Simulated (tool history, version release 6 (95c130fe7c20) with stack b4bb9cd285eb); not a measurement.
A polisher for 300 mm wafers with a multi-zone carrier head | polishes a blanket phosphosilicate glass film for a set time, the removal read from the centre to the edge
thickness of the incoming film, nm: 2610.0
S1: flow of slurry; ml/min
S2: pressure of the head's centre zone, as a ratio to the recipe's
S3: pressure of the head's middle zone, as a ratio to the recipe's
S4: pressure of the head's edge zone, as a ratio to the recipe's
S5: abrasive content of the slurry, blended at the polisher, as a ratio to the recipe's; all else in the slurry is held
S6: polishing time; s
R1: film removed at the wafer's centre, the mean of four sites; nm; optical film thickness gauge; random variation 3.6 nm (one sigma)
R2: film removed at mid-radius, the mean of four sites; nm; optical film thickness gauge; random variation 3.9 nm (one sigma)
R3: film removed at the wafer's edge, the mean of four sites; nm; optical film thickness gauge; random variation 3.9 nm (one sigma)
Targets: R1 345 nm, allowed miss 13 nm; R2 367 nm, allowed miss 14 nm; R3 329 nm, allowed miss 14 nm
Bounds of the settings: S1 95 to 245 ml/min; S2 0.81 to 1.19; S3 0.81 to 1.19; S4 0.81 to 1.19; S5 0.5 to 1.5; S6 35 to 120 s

{"run": 1, "hour": 0.0, "S1": 155, "S2": 1, "S3": 1, "S4": 1, "S5": 1, "S6": 77, "R1": 520.36, "R2": 524.31, "R3": 521.01}
{"run": 2, "hour": 5.6, "S1": 155, "S2": 0.99, "S3": 1.01, "S4": 0.96, "S5": 0.85, "S6": 74, "R1": 463.01, "R2": 466.42, "R3": 454.01}
{"run": 3, "hour": 10.2, "S1": 155, "S2": 0.91, "S3": 1.01, "S4": 0.96, "S5": 0.85, "S6": 74, "R1": 435.9, "R2": 479.39, "R3": 448.62}
{"run": 4, "hour": 12.6, "S1": 155, "S2": 0.91, "S3": 0.94, "S4": 0.96, "S5": 0.85, "S6": 74, "R1": 431.81, "R2": 450.05, "R3": 448.17}
{"run": 5, "hour": 17.3, "S1": 155, "S2": 0.91, "S3": 0.95, "S4": 0.92, "S5": 0.75, "S6": 73, "R1": 406.79, "R2": 420.91, "R3": 411.75}
{"run": 6, "hour": 24.3, "S1": 155, "S2": 0.91, "S3": 0.95, "S4": 0.92, "S5": 0.75, "S6": 59, "R1": 323.94, "R2": 352.67, "R3": 337.82}
{"run": 7, "hour": 28.0, "S1": 160, "S2": 0.92, "S3": 0.96, "S4": 0.9, "S5": 0.75, "S6": 59, "R1": 333.48, "R2": 352.05, "R3": 336.02}
{"run": 8, "hour": 29.4, "S1": 160, "S2": 0.92, "S3": 0.96, "S4": 0.9, "S5": 0.75, "S6": 59, "R1": 334.68, "R2": 348.96, "R3": 325.38}

4 next moves are on the table. One of them brings every result within its allowed miss. Which?
{"run": "A", "hour": 30.8, "S1": 205, "S2": 0.85, "S3": 1.06, "S4": 0.92, "S5": 0.5, "S6": 66, "R1": "?", "R2": "?", "R3": "?"}
{"run": "B", "hour": 30.8, "S1": 180, "S2": 0.95, "S3": 0.98, "S4": 0.85, "S5": 0.7, "S6": 55, "R1": "?", "R2": "?", "R3": "?"}
{"run": "C", "hour": 30.8, "S1": 165, "S2": 0.91, "S3": 1, "S4": 0.85, "S5": 0.9, "S6": 56, "R1": "?", "R2": "?", "R3": "?"}
{"run": "D", "hour": 30.8, "S1": 125, "S2": 0.95, "S3": 0.99, "S4": 1.05, "S5": 0.9, "S6": 59, "R1": "?", "R2": "?", "R3": "?"}

move=A R1=317.22 R2=365 R3=323.54
move=B R1=324.17 R2=325.44 R3=296.81
move=C R1=348.67 R2=367.43 R3=331.45
move=D R1=353.54 R2=361.17 R3=369.16
A: brings the result that was furthest off to its target, and leaves another outside
B: further off than the last run
C: meets every target
D: brings the result that was furthest off to its target, and leaves another outside
Move C is the one to make.

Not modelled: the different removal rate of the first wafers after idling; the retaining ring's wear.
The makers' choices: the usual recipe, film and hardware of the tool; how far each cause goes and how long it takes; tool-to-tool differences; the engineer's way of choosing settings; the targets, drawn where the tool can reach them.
